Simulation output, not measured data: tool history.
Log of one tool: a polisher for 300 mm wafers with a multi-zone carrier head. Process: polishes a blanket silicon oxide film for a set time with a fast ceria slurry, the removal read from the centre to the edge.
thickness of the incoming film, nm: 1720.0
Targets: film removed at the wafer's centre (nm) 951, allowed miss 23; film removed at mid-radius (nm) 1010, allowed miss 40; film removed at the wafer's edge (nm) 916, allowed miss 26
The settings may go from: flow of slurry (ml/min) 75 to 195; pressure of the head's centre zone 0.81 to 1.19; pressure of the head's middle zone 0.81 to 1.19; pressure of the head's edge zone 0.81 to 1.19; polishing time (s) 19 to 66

run,day,flow of slurry (ml/min),pressure of the head's centre zone,pressure of the head's middle zone,pressure of the head's edge zone,polishing time (s),film removed at the wafer's centre (nm),film removed at mid-radius (nm),film removed at the wafer's edge (nm)
1,0,125,1,1,1,42,636.6,638.54,632.09
2,0.338,125,1,1,1.05,42,634.45,643.12,652.66
3,0.404,130,1.01,1.02,1.06,43,656.25,677.19,672.06
4,0.692,130,1.01,1.07,1.06,43,660.76,707.2,660.1
5,1.042,130,1.01,0.99,1.06,43,660.03,662.61,677.82
6,1.129,135,1.02,1,1.07,44,683.06,686.4,688.58
7,1.325,135,1.02,1.01,1.08,45,708.72,710.37,710.54
8,1.45,170,1.05,1.11,1.18,53,868.77,943.46,882.73

5 next moves are on the table. One of them brings every result within its allowed miss. Which?
A,1.575,180,1.09,0.97,1.19,59,?,?,?
B,1.575,155,1.1,0.95,1.19,60,?,?,?
C,1.575,190,1.02,1.08,1.15,58,?,?,?
D,1.575,195,1.03,1.09,1.04,57,?,?,?
E,1.575,175,1.11,1.14,1.11,56,?,?,?

move,film removed at the wafer's centre (nm),film removed at mid-radius (nm),film removed at the wafer's edge (nm)
A,1031.4,926.74,980.82
B,1036.1,908.73,984.27
C,956.19,1004.9,953.86
D,952.4,998.55,902.72
E,994.35,1005.6,900.56
A: takes the result that was furthest off past its target
B: takes the result that was furthest off past its target
C: brings the result that was furthest off to its target, and leaves another outside
D: meets every target
E: takes the result that was furthest off past its target
Move D is the one to make.
